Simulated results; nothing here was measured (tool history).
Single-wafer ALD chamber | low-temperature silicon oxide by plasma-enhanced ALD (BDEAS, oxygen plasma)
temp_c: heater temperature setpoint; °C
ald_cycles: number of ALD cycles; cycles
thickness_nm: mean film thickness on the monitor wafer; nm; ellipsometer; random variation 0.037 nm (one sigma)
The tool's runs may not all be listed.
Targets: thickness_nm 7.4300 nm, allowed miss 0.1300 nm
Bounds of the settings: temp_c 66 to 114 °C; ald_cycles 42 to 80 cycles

run,hour,temp_c,ald_cycles,thickness_nm
1,0.0,90,61,9.0729
2,5.5,90,65,9.5984
3,12.5,90,72,10.6490
4,16.4,90,64,9.4966
5,19.4,90,68,10.0530
6,25.6,90,61,9.0362
7,29.4,93,59,8.7022
8,38.3,96,57,8.2765
9,42.1,99,56,8.0287

5 next moves are on the table. One of them brings every result within its allowed miss. Which?
A,45.9,101,52,?
B,45.9,103,55,?
C,45.9,97,54,?
D,45.9,82,57,?
E,45.9,93,49,?

move,thickness_nm
A,7.4586
B,7.8601
C,7.8432
D,8.7259
E,7.2194
A: meets every target
B: nearer than the last run, and not there yet
C: nearer than the last run, and not there yet
D: further off than the last run
E: takes the result that was furthest off past its target
The right move is A.
